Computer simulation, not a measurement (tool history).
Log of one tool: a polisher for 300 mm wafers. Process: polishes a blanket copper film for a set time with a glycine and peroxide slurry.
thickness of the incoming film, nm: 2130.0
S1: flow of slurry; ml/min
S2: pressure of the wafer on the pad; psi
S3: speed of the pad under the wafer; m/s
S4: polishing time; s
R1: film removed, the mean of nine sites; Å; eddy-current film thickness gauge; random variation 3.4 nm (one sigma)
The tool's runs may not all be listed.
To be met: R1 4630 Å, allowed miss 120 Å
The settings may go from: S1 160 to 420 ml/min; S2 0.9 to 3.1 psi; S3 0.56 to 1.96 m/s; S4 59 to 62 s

Run 1, hour 0: S1 270 ml/min, S2 2 psi, S3 1.26 m/s, S4 59 s. Result: R1 3544.1 Å.
Run 2, hour 8.9: S1 270 ml/min, S2 1.6 psi, S3 1.26 m/s, S4 59 s. Result: R1 2985.5 Å.
Run 3, hour 14.3: S1 270 ml/min, S2 1.6 psi, S3 1.26 m/s, S4 59 s. Result: R1 3004.8 Å.
Run 4, hour 21.8: S1 270 ml/min, S2 1.6 psi, S3 0.96 m/s, S4 59 s. Result: R1 2444.9 Å.
Run 5, hour 24.1: S1 270 ml/min, S2 1.4 psi, S3 0.96 m/s, S4 59 s. Result: R1 2223.5 Å.
Run 6, hour 29.4: S1 270 ml/min, S2 1.4 psi, S3 0.96 m/s, S4 59 s. Result: R1 2213.9 Å.
Run 7, hour 35.4: S1 285 ml/min, S2 2 psi, S3 1.04 m/s, S4 59 s. Result: R1 3053.9 Å.
Run 8, hour 38.1: S1 285 ml/min, S2 2.1 psi, S3 1.04 m/s, S4 59 s. Result: R1 3150.4 Å.
Run 9, hour 43.3: S1 285 ml/min, S2 2.2 psi, S3 1.04 m/s, S4 59 s. Result: R1 3280.2 Å.
Run 10, hour 45.6: S1 300 ml/min, S2 2.8 psi, S3 1.06 m/s, S4 59 s. Result: R1 4073.5 Å.
Run 11, hour 53.6: S1 300 ml/min, S2 3 psi, S3 1.08 m/s, S4 59 s. Result: R1 4435.4 Å.

4 next moves are on the table. One of them brings every result within its allowed miss. Which?
Run A, hour 61.6: S1 330 ml/min, S2 2.9 psi, S3 1.04 m/s, S4 61 s. Result: R1 ?.
Run B, hour 61.6: S1 265 ml/min, S2 2.9 psi, S3 1.06 m/s, S4 59 s. Result: R1 ?.
Run C, hour 61.6: S1 415 ml/min, S2 3.1 psi, S3 1.02 m/s, S4 61 s. Result: R1 ?.
Run D, hour 61.6: S1 270 ml/min, S2 2.8 psi, S3 1.1 m/s, S4 61 s. Result: R1 ?.

move      R1
   A  4381.9
   B  4214.3
   C    4640
   D  4373.3
A: further off than the last run
B: further off than the last run
C: meets every target
D: further off than the last run
Move C is the one to make.
